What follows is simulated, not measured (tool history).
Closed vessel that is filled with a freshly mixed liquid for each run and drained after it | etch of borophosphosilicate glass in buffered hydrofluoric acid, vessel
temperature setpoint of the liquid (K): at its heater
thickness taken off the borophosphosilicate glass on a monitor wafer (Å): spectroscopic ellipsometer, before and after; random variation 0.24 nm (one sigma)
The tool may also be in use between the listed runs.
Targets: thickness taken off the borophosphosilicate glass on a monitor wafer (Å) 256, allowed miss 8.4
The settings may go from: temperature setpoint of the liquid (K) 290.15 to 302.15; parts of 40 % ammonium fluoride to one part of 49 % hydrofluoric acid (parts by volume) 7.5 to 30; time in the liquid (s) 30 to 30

run	hour	temperature setpoint of the liquid (K)	parts of 40 % ammonium fluoride to one part of 49 % hydrofluoric acid (parts by volume)	time in the liquid (s)	thickness taken off the borophosphosilicate glass on a monitor wafer (Å)
1	0	294.15	20.5	30	329.22
2	1.7	294.15	20.5	30	329.62
3	6	294.15	18	30	378.28
4	7.9	294.15	18	30	376.36
5	8.9	293.65	18.5	30	347.16
6	10.1	296.65	18.5	30	416.53
7	17.3	296.15	19	30	391.51
8	18.8	292.15	21.5	30	272.48
9	24.4	292.15	21.5	30	278.75

5 next moves are on the table. One of them brings every result within its allowed miss. Which?
A	30	291.65	27	30	?
B	30	290.15	17.5	30	?
C	30	292.65	22	30	?
D	30	291.15	22	30	?
E	30	290.65	18	30	?

move	thickness taken off the borophosphosilicate glass on a monitor wafer (Å)
A	234.32
B	309.01
C	285.65
D	262.65
E	309.1
A: takes the result that was furthest off past its target
B: further off than the last run
C: further off than the last run
D: meets every target
E: further off than the last run
The right move is D.

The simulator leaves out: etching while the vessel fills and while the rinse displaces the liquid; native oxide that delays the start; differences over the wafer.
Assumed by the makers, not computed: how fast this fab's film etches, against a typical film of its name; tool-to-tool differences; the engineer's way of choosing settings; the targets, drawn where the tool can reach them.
